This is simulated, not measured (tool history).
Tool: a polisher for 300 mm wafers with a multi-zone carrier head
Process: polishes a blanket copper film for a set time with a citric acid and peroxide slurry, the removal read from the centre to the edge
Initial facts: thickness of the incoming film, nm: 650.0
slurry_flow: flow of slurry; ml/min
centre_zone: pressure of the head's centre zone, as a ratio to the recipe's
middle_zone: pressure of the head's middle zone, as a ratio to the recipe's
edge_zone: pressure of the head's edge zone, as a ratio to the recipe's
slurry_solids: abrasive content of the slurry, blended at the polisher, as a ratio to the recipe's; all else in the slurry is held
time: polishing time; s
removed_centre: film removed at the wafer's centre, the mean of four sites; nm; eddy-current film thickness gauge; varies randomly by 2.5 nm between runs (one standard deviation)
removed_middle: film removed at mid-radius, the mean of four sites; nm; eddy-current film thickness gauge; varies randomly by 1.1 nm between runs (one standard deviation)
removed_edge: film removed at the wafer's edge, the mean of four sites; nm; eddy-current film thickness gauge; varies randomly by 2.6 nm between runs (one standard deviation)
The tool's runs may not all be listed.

Run 1, hour 0: slurry_flow 235 ml/min, centre_zone 1, middle_zone 1, edge_zone 1, slurry_solids 1, time 77 s. Result: removed_centre 185.57 nm, removed_middle 187.75 nm, removed_edge 180.87 nm.
Run 2, hour 6.7: slurry_flow 235 ml/min, centre_zone 1, middle_zone 1, edge_zone 1, slurry_solids 1, time 64 s. Result: removed_centre 157.31 nm, removed_middle 153.27 nm, removed_edge 150.97 nm.
Run 3, hour 15.6: slurry_flow 250 ml/min, centre_zone 1.03, middle_zone 1, edge_zone 1.04, slurry_solids 1.05, time 64 s. Result: removed_centre 158.91 nm, removed_middle 155.75 nm, removed_edge 154.79 nm.
Run 4, hour 20.6: slurry_flow 250 ml/min, centre_zone 1.03, middle_zone 1, edge_zone 1.04, slurry_solids 1.05, time 76 s. Result: removed_centre 188.09 nm, removed_middle 187.93 nm, removed_edge 185.53 nm.
Run 5, hour 29.3: slurry_flow 240 ml/min, centre_zone 1.04, middle_zone 0.97, edge_zone 1.02, slurry_solids 1, time 76 s. Result: removed_centre 192.91 nm, removed_middle 180.09 nm, removed_edge 180.68 nm.
Run 6, hour 36.7: slurry_flow 190 ml/min, centre_zone 1.04, middle_zone 0.97, edge_zone 1.02, slurry_solids 1, time 76 s. Result: removed_centre 180.87 nm, removed_middle 174.53 nm, removed_edge 178.01 nm.

Run 7 has not been measured yet. What should we expect?
Run 7, hour 45.2: slurry_flow 185 ml/min, centre_zone 1.06, middle_zone 0.95, edge_zone 1.01, slurry_solids 1, time 76 s. Result: removed_centre ?, removed_middle ?, removed_edge ?.

Run 7 came out at removed_centre 186.94 nm, removed_middle 169.1 nm, removed_edge 177.01 nm.
